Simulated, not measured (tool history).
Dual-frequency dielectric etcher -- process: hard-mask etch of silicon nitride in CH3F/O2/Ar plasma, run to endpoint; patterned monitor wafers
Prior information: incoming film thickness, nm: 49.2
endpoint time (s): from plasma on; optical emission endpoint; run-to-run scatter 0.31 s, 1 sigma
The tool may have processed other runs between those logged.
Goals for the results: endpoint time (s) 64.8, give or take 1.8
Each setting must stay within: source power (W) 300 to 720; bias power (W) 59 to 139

{"run": 1, "hour": 0.0, "source power (W)": 510, "bias power (W)": 99, "endpoint time (s)": 55.931}
{"run": 2, "hour": 5.0, "source power (W)": 480, "bias power (W)": 97, "endpoint time (s)": 57.363}
{"run": 3, "hour": 9.0, "source power (W)": 550, "bias power (W)": 97, "endpoint time (s)": 55.005}
{"run": 4, "hour": 12.5, "source power (W)": 520, "bias power (W)": 94, "endpoint time (s)": 56.915}
{"run": 5, "hour": 17.8, "source power (W)": 520, "bias power (W)": 106, "endpoint time (s)": 54.56}
{"run": 6, "hour": 24.8, "source power (W)": 610, "bias power (W)": 106, "endpoint time (s)": 51.548}
{"run": 7, "hour": 25.9, "source power (W)": 610, "bias power (W)": 106, "endpoint time (s)": 51.529}
{"run": 8, "hour": 29.6, "source power (W)": 570, "bias power (W)": 101, "endpoint time (s)": 53.522}
{"run": 9, "hour": 32.9, "source power (W)": 530, "bias power (W)": 97, "endpoint time (s)": 55.331}
{"run": 10, "hour": 35.2, "source power (W)": 500, "bias power (W)": 94, "endpoint time (s)": 57.668}
{"run": 11, "hour": 36.6, "source power (W)": 480, "bias power (W)": 92, "endpoint time (s)": 58.841}
{"run": 12, "hour": 40.8, "source power (W)": 460, "bias power (W)": 90, "endpoint time (s)": 60.292}

Consider the 5 candidate settings below. Which is the only one whose results all fall within their allowed miss of target?
{"run": "A", "hour": 45.0, "source power (W)": 470, "bias power (W)": 94, "endpoint time (s)": "?"}
{"run": "B", "hour": 45.0, "source power (W)": 480, "bias power (W)": 86, "endpoint time (s)": "?"}
{"run": "C", "hour": 45.0, "source power (W)": 460, "bias power (W)": 108, "endpoint time (s)": "?"}
{"run": "D", "hour": 45.0, "source power (W)": 560, "bias power (W)": 86, "endpoint time (s)": "?"}
{"run": "E", "hour": 45.0, "source power (W)": 410, "bias power (W)": 79, "endpoint time (s)": "?"}

move=A endpoint_time_(s)=58.414
move=B endpoint_time_(s)=59.778
move=C endpoint_time_(s)=56.055
move=D endpoint_time_(s)=56.704
move=E endpoint_time_(s)=64.853
A: the biggest miss grows against the last run
B: the biggest miss grows against the last run
C: the biggest miss grows against the last run
D: the biggest miss grows against the last run
E: all results in spec
Move E is the one to make.
